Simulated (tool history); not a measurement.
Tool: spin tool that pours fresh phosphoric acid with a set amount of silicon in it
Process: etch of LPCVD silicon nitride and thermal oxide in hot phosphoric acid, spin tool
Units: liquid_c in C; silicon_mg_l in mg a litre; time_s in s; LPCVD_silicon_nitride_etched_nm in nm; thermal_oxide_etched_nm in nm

run,hour,liquid_c,silicon_mg_l,time_s,LPCVD_silicon_nitride_etched_nm,thermal_oxide_etched_nm
1,0.0,161.0,20.5,115,10.4320,0.222790
2,1.2,160.5,16.5,110,9.9370,0.211310
3,4.9,160.5,16.5,75,6.6641,0.131150
4,10.7,160.5,16.5,40,3.5427,0.087638
5,11.4,161.0,13.5,50,4.4850,0.121810
6,13.8,161.0,12.0,60,5.4905,0.137510
7,21.2,163.5,0.0,80,7.8638,0.296830
8,27.8,163.5,1.5,80,7.8725,0.292660
9,36.4,163.5,2.5,80,7.8806,0.283390
10,40.4,163.5,3.5,80,7.8183,0.334620
11,41.8,163.5,3.0,80,7.8726,0.266440
12,44.1,163.5,3.5,80,7.9857,0.238260
13,45.9,163.5,3.0,80,7.8820,0.276520

The next listed run, before its measurement:
14,47.6,163.5,3.5,80,?,?

{"run 14": {"LPCVD_silicon_nitride_etched_nm": 7.88, "thermal_oxide_etched_nm": 0.24979}}
